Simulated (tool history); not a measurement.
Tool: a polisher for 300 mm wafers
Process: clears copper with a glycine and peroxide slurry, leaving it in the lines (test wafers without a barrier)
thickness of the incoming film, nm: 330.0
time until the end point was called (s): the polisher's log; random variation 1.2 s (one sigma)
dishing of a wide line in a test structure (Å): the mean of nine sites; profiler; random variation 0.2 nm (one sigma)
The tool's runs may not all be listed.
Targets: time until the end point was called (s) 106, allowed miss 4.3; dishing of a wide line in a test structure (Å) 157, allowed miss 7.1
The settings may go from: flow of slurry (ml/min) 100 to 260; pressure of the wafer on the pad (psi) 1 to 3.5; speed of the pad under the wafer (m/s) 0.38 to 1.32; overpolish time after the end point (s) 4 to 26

run,hour,flow of slurry (ml/min),pressure of the wafer on the pad (psi),speed of the pad under the wafer (m/s),overpolish time after the end point (s),time until the end point was called (s),dishing of a wide line in a test structure (Å)
1,0,165,2.2,0.84,13,91.515,203.2
2,4.4,165,2.1,0.84,12,95.14,191.38
3,8.7,165,2.1,0.84,11,95.315,181.49
4,16.4,200,2.1,0.84,11,91.893,188.97
5,20.6,200,2.1,0.84,14,92.889,214.59
6,24.8,200,2.1,0.74,14,100.41,209.89
7,27.2,190,1.8,0.78,8,108.54,132.59
8,31.2,195,1.9,0.76,9,105.32,148.77

5 next moves are on the table. One of them brings every result within its allowed miss. Which?
A,35.2,160,1.9,0.84,8,?,?
B,35.2,165,1.6,0.98,10,?,?
C,35.2,140,1.9,0.7,13,?,?
D,35.2,235,2.6,0.58,10,?,?
E,35.2,185,1.9,0.74,11,?,?

move,time until the end point was called (s),dishing of a wide line in a test structure (Å)
A,103.08,137.5
B,105.84,157.18
C,117.86,177.14
D,94.59,173.3
E,107.75,167.82
A: further off than the last run
B: meets every target
C: takes the result that was furthest off past its target
D: takes the result that was furthest off past its target
E: takes the result that was furthest off past its target
The right move is B.

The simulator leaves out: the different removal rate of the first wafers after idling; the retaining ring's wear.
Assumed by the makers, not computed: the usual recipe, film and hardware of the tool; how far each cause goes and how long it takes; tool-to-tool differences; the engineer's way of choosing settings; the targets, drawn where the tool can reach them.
